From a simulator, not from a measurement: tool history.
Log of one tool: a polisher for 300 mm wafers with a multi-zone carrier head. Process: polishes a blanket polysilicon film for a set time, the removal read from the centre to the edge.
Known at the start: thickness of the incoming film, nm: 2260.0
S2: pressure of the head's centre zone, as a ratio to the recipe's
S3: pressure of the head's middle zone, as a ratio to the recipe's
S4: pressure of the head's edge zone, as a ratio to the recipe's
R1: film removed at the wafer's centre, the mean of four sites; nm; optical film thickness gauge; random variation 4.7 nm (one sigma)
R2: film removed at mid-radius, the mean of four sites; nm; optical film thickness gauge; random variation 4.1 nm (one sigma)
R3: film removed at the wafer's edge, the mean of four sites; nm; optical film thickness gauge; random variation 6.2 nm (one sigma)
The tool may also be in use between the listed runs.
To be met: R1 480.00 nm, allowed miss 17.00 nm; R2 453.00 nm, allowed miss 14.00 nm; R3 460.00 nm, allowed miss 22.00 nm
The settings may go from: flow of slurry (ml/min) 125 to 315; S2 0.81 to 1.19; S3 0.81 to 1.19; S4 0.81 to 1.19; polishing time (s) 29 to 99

run 1 hour=0.0 | flow_of_slurry_(ml/min)=205 S2=1.00 S3=1.00 S4=1.00 polishing_time_(s)=64 | R1=725.99 R2=704.57 R3=728.02
run 2 hour=3.9 | flow_of_slurry_(ml/min)=250 S2=1.00 S3=1.00 S4=1.00 polishing_time_(s)=64 | R1=737.59 R2=716.75 R3=734.94
run 3 hour=4.5 | flow_of_slurry_(ml/min)=230 S2=1.00 S3=1.00 S4=1.00 polishing_time_(s)=64 | R1=733.96 R2=716.85 R3=741.62
run 4 hour=13.1 | flow_of_slurry_(ml/min)=230 S2=0.99 S3=0.98 S4=0.96 polishing_time_(s)=56 | R1=646.43 R2=603.84 R3=624.82
run 5 hour=16.9 | flow_of_slurry_(ml/min)=230 S2=1.06 S3=0.98 S4=0.96 polishing_time_(s)=56 | R1=676.06 R2=612.56 R3=639.99
run 6 hour=21.0 | flow_of_slurry_(ml/min)=230 S2=1.03 S3=0.98 S4=0.96 polishing_time_(s)=56 | R1=659.16 R2=618.57 R3=633.15
run 7 hour=28.3 | flow_of_slurry_(ml/min)=230 S2=0.98 S3=0.96 S4=0.93 polishing_time_(s)=52 | R1=598.29 R2=549.28 R3=571.39
run 8 hour=29.0 | flow_of_slurry_(ml/min)=225 S2=0.93 S3=0.95 S4=0.90 polishing_time_(s)=50 | R1=533.67 R2=526.22 R3=549.40
run 9 hour=35.5 | flow_of_slurry_(ml/min)=230 S2=0.94 S3=0.95 S4=0.88 polishing_time_(s)=47 | R1=509.38 R2=498.60 R3=493.29
run 10 hour=37.7 | flow_of_slurry_(ml/min)=225 S2=0.93 S3=0.93 S4=0.86 polishing_time_(s)=47 | R1=519.37 R2=491.75 R3=486.05

4 next moves are on the table. One of them brings every result within its allowed miss. Which?
run A hour=39.9 | flow_of_slurry_(ml/min)=275 S2=1.04 S3=1.04 S4=0.91 polishing_time_(s)=44 | R1=? R2=? R3=?
run B hour=39.9 | flow_of_slurry_(ml/min)=225 S2=0.94 S3=0.91 S4=0.81 polishing_time_(s)=44 | R1=? R2=? R3=?
run C hour=39.9 | flow_of_slurry_(ml/min)=235 S2=0.95 S3=0.88 S4=0.98 polishing_time_(s)=49 | R1=? R2=? R3=?
run D hour=39.9 | flow_of_slurry_(ml/min)=245 S2=0.95 S3=0.99 S4=0.84 polishing_time_(s)=50 | R1=? R2=? R3=?

move=A R1=552.35 R2=512.02 R3=485.47
move=B R1=491.21 R2=449.31 R3=454.40
move=C R1=555.19 R2=489.03 R3=554.23
move=D R1=569.74 R2=552.28 R3=527.74
A: further off than the last run
B: meets every target
C: further off than the last run
D: further off than the last run
The right move is B.
